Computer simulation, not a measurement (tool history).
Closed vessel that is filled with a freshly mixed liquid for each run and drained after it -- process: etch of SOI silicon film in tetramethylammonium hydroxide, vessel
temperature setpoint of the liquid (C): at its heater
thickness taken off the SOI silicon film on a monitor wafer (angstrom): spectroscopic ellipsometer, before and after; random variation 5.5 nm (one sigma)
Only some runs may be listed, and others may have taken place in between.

run  hour  temperature setpoint of the liquid (C)  concentration of hydroxide in the mixed liquid (% by weight)  time in the liquid (s)  thickness taken off the SOI silicon film on a monitor wafer (angstrom)
  1     0                                      75                                                             9                      90                                                                    7806
  2   2.4                                      75                                                             9                      95                                                                    8233
  3   3.9                                      75                                                             9                      95                                                                  8224.1
  4  12.1                                      75                                                             9                      95                                                                  8194.9
  5  20.1                                      71                                                             9                      95                                                                  6482.6
  6  28.9                                      71                                                             8                      95                                                                  6793.9
  7  36.9                                    72.5                                                             8                      95                                                                  7442.3
  8  39.8                                    73.5                                                             8                      95                                                                  7898.9
  9    47                                    74.5                                                             8                      95                                                                  8368.5
 10  54.4                                    75.5                                                             8                      95                                                                  8841.8
 11  59.2                                    76.5                                                             8                      95                                                                  9318.4
 12    63                                    77.5                                                             8                      95                                                                  9823.8

Run 13 has not been measured yet. What should we expect?
 13  67.4                                      78                                                             8                      95                                                                       ?

thickness taken off the SOI silicon film on a monitor wafer (angstrom): 10203
